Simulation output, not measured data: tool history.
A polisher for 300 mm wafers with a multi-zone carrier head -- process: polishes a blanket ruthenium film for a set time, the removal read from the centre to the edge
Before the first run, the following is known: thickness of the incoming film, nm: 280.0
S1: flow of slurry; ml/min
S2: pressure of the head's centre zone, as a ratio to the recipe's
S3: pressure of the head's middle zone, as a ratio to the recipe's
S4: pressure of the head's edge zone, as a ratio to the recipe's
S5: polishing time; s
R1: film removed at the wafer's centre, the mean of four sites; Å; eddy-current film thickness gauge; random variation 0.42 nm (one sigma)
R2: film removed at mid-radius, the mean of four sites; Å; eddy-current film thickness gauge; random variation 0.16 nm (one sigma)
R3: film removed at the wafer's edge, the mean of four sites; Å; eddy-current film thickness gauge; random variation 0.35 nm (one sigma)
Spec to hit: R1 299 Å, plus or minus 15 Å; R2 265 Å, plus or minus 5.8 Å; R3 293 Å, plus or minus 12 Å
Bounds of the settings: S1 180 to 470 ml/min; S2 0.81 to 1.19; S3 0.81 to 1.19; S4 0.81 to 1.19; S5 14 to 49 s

run	hour	S1	S2	S3	S4	S5	R1	R2	R3
1	0	300	1	1	1	31	365.08	367.15	377.62
2	5.4	300	1	0.93	1	31	368.69	355.2	369.17
3	12.5	290	1	0.9	1.01	29	347.77	325.01	340.29
4	21	325	1	0.9	1.01	29	342.18	326.06	349.11
5	28.3	325	1	0.9	1.01	35	407.4	396.84	422.4
6	36.4	320	1	0.87	1.02	32	379.45	355.79	389.26
7	43.8	285	0.99	0.81	0.94	23	269.12	242.96	264.05
8	50.6	300	1	0.83	0.97	23	270.62	248.83	270.4

Exercise: of the 5 proposed moves below, exactly one satisfies all targets within the stated allowed misses. Which move is it?
A	57.4	220	1.07	0.91	0.92	22	?	?	?
B	57.4	280	1.02	0.81	1.04	24	?	?	?
C	57.4	285	1.01	0.82	1	25	?	?	?
D	57.4	405	0.86	0.81	1.1	24	?	?	?
E	57.4	255	1.05	0.82	0.98	22	?	?	?

move	R1	R2	R3
A	267.94	237.32	243.4
B	291.12	251.38	287.63
C	301.76	263.87	294.31
D	268.11	259.54	303.02
E	269.43	229.49	254.24
A: moves away from the targets compared with the last run
B: an improvement on the last run, though not all results are within tolerance
C: every result lands within tolerance
D: meets the target for the result that was furthest off, but another lies outside its allowed miss
E: moves away from the targets compared with the last run
The right move is C.
